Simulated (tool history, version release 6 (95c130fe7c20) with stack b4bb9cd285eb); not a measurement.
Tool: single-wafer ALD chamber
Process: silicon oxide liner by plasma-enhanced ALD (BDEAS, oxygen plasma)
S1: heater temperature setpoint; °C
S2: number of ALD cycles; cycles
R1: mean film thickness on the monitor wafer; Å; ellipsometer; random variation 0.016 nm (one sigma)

{"run": 1, "hour": 0.0, "S1": 310, "S2": 39, "R1": 34.517}
{"run": 2, "hour": 7.0, "S1": 310, "S2": 43, "R1": 37.975}
{"run": 3, "hour": 9.5, "S1": 305, "S2": 43, "R1": 38.141}
{"run": 4, "hour": 16.3, "S1": 299, "S2": 43, "R1": 38.811}
{"run": 5, "hour": 24.6, "S1": 290, "S2": 43, "R1": 39.967}
{"run": 6, "hour": 26.1, "S1": 296, "S2": 40, "R1": 36.235}

The next listed run, before its measurement:
{"run": 7, "hour": 32.2, "S1": 299, "S2": 38, "R1": "?"}

{"run 7": {"R1": 34.369}}

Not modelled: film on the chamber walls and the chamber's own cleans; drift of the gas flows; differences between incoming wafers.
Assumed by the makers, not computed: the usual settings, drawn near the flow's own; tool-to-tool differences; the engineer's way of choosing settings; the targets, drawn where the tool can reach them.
